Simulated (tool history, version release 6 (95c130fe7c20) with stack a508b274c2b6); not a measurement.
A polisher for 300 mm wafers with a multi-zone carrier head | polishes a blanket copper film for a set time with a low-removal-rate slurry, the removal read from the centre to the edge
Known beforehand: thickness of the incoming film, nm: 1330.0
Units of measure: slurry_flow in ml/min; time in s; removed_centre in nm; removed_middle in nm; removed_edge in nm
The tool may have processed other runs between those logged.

| run | hour | slurry_flow | centre_zone | middle_zone | edge_zone | slurry_solids | time | removed_centre | removed_middle | removed_edge |
|---|---|---|---|---|---|---|---|---|---|---|
| 1 | 0 | 265 | 1 | 1 | 1 | 1 | 55 | 122.23 | 121.15 | 123.61 |
| 2 | 3.1 | 265 | 1 | 0.97 | 1 | 1 | 55 | 122.92 | 119.54 | 123.26 |
| 3 | 11.6 | 265 | 1 | 0.97 | 0.96 | 1 | 55 | 122.06 | 118.99 | 121.6 |
| 4 | 12.8 | 255 | 0.96 | 0.97 | 0.94 | 0.9 | 50 | 103.41 | 106.98 | 106.44 |
| 5 | 14.5 | 255 | 0.96 | 0.91 | 0.94 | 0.9 | 50 | 105.71 | 99.476 | 106.04 |
| 6 | 18.5 | 240 | 0.93 | 0.92 | 0.95 | 0.8 | 46 | 89.25 | 88.857 | 94.62 |
| 7 | 26.3 | 230 | 0.9 | 0.93 | 0.94 | 0.75 | 44 | 79.672 | 83.768 | 87.588 |
| 8 | 32.7 | 165 | 0.81 | 0.94 | 0.87 | 0.5 | 38 | 53.11 | 62.054 | 62.844 |
| 9 | 34 | 180 | 0.81 | 0.95 | 0.89 | 0.5 | 38 | 54.039 | 63.677 | 64.839 |
| 10 | 34.7 | 190 | 0.81 | 0.96 | 0.9 | 0.5 | 38 | 55.225 | 65.19 | 65.841 |
| 11 | 40 | 195 | 0.81 | 0.97 | 0.91 | 0.5 | 38 | 54.869 | 65.58 | 66.046 |

Run 12, settings as shown, results not yet in. Your forecast:
| 12 | 46.4 | 200 | 0.81 | 0.97 | 0.92 | 0.5 | 38 | ? | ? | ? |

{"run 12": {"removed_centre": 53.577, "removed_middle": 66.073, "removed_edge": 66.777}}

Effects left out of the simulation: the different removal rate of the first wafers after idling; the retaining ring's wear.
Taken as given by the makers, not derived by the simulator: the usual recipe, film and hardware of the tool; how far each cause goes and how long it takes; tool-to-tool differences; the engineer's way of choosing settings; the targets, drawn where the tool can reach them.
